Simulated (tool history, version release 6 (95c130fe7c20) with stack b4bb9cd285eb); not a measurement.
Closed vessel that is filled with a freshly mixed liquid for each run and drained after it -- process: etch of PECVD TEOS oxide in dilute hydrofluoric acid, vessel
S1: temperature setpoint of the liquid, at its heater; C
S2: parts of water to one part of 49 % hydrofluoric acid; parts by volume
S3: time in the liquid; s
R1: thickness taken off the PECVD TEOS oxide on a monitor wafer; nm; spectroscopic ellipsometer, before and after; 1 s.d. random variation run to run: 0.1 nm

run,hour,S1,S2,S3,R1
1,0,23,225,420,24.727
2,5.6,25,225,420,26.766
3,11.1,25,270,420,21.125
4,15.1,22.5,285,420,17.88
5,21.5,21,295,420,16.229
6,27.5,20,305,420,15.14
7,31.4,19,315,420,13.988
8,40.3,18.5,320,420,13.579

Run 9 is up next; what results do you expect?
9,41.9,18,325,420,?

R1: 12.938 nm
